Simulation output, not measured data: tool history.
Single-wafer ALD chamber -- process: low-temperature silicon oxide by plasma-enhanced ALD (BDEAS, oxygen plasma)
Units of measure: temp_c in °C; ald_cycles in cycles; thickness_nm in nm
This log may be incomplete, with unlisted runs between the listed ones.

| run | hour | temp_c | ald_cycles | thickness_nm |
|---|---|---|---|---|
| 1 | 0.0 | 90 | 21 | 2.8646 |
| 2 | 1.3 | 85 | 21 | 2.9192 |
| 3 | 4.1 | 85 | 18 | 2.4927 |
| 4 | 11.1 | 80 | 18 | 2.5495 |
| 5 | 15.8 | 80 | 21 | 2.9827 |
| 6 | 21.1 | 74 | 21 | 3.0446 |

Run 7 has not been measured yet. What should we expect?
| 7 | 26.4 | 72 | 21 | ? |

{"run 7": {"thickness_nm": 3.0521}}
